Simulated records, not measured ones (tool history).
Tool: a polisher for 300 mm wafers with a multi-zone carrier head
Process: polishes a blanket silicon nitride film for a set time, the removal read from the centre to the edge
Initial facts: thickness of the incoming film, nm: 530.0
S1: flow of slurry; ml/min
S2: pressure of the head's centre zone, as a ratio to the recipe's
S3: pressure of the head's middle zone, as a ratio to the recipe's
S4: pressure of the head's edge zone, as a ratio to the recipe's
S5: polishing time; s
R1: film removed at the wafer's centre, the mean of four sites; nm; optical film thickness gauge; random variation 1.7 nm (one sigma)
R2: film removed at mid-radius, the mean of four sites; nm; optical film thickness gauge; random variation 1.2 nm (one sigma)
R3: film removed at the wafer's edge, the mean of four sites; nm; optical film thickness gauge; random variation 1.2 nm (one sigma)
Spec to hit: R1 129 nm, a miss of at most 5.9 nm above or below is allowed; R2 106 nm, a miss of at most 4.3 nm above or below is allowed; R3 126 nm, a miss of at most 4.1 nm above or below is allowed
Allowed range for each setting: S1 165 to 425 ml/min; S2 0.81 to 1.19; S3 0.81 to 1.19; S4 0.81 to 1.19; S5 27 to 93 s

run,hour,S1,S2,S3,S4,S5,R1,R2,R3
1,0,275,1,1,1,59,140.84,140.67,139.88
2,7.8,275,1,1,0.92,59,136.82,139.34,133.23
3,16.5,265,1.01,0.96,0.93,58,135.4,131.47,132.22
4,20.1,265,1.01,1.02,0.93,58,137.15,138.94,130.93
5,25.7,240,1.01,1.02,0.93,58,137.82,136.56,129.09
6,27.8,240,0.94,1.02,0.93,58,128.94,140.26,130.24
7,34.9,240,0.94,1.02,0.93,58,126.89,135.41,127.36
8,35.5,230,0.96,0.97,0.93,57,129.75,131.71,125.84
9,43.3,250,0.98,0.93,0.96,55,126.96,121.81,126.2
10,44.7,250,0.99,0.9,0.97,55,127.89,120.98,126.01

Which one of the following 5 next-run settings gets every result inside its allowed miss? There is exactly one.
A,46.1,260,0.88,0.96,0.85,60,?,?,?
B,46.1,225,0.96,0.89,0.99,55,?,?,?
C,46.1,205,0.97,0.97,0.97,57,?,?,?
D,46.1,340,1.06,0.83,1.11,50,?,?,?
E,46.1,165,0.92,0.99,0.86,60,?,?,?

move,R1,R2,R3
A,122.78,135.82,128.23
B,120.26,114.76,124.49
C,124.07,125.85,126.31
D,127.17,103.27,124.17
E,118.55,129.64,122.2
A: the biggest miss grows against the last run
B: closes in on the targets versus the last run, not all within tolerance yet
C: the biggest miss grows against the last run
D: each result inside its tolerance
E: the biggest miss grows against the last run
Correct choice: D, which meets every target
